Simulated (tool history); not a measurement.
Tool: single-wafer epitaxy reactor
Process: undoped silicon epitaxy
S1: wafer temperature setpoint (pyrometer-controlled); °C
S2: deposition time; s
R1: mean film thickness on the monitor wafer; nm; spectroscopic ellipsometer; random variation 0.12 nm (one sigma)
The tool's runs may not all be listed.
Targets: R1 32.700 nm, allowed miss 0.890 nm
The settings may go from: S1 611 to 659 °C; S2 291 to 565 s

run  hour   S1   S2      R1
  1   0.0  635  428  64.876
  2   4.9  628  409  54.242
  3  11.0  628  382  50.299
  4  16.7  628  352  46.505
  5  19.2  628  375  49.825
  6  21.3  623  364  43.804
  7  26.4  619  356  39.309
  8  27.6  617  353  37.473
  9  28.2  615  351  35.792
     31.9  -- pyrometer calibrated
 10  31.9  614  350  31.536

Which of these 5 next moves meets every target?
  A  35.6  612  341   ?
  B  35.6  621  336   ?
  C  35.6  618  311   ?
  D  35.6  612  377   ?
  E  35.6  614  336   ?

move      R1
   A  29.430
   B  34.888
   C  30.373
   D  32.538
   E  30.224
A: further off than the last run
B: takes the result that was furthest off past its target
C: further off than the last run
D: meets every target
E: further off than the last run
The right move is D.
